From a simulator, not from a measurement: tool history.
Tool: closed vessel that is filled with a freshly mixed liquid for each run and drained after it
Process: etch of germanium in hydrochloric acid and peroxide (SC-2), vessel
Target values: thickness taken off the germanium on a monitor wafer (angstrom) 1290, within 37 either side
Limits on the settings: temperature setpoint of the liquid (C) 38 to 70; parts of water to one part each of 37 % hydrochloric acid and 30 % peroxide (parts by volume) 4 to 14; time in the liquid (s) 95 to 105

run  hour  temperature setpoint of the liquid (C)  parts of water to one part each of 37 % hydrochloric acid and 30 % peroxide (parts by volume)  time in the liquid (s)  thickness taken off the germanium on a monitor wafer (angstrom)
  1     0                                      54                                                                                            7.5                      95                                                           1864.7
  2   9.1                                    50.5                                                                                            7.5                      95                                                           1653.1
  3  15.9                                    48.5                                                                                            7.5                      95                                                           1588.3
  4    22                                    46.5                                                                                            7.5                      95                                                           1493.3
  5  29.2                                      45                                                                                            7.5                      95                                                           1409.8
  6    32                                      44                                                                                            7.5                      95                                                           1349.5
     33.4  -- chemicals flow meter replaced
  7  33.4                                      44                                                                                            7.5                      95                                                           1357.5
  8  38.8                                    43.5                                                                                            7.5                      95                                                           1339.2

Below are 4 possible settings for the next run. Only one of them brings all results inside the allowed miss of their targets. Which is it?
  A  44.2                                    42.5                                                                                              6                      95                                                                ?
  B  44.2                                    45.5                                                                                              7                      95                                                                ?
  C  44.2                                      41                                                                                              6                     105                                                                ?
  D  44.2                                    44.5                                                                                              7                      95                                                                ?

move  thickness taken off the germanium on a monitor wafer (angstrom)
   A                                                           1313.5
   B                                                           1442.4
   C                                                           1379.9
   D                                                           1395.6
A: each result inside its tolerance
B: misses by more than the last run did
C: misses by more than the last run did
D: misses by more than the last run did
A is the move that brings every result within its allowed miss.

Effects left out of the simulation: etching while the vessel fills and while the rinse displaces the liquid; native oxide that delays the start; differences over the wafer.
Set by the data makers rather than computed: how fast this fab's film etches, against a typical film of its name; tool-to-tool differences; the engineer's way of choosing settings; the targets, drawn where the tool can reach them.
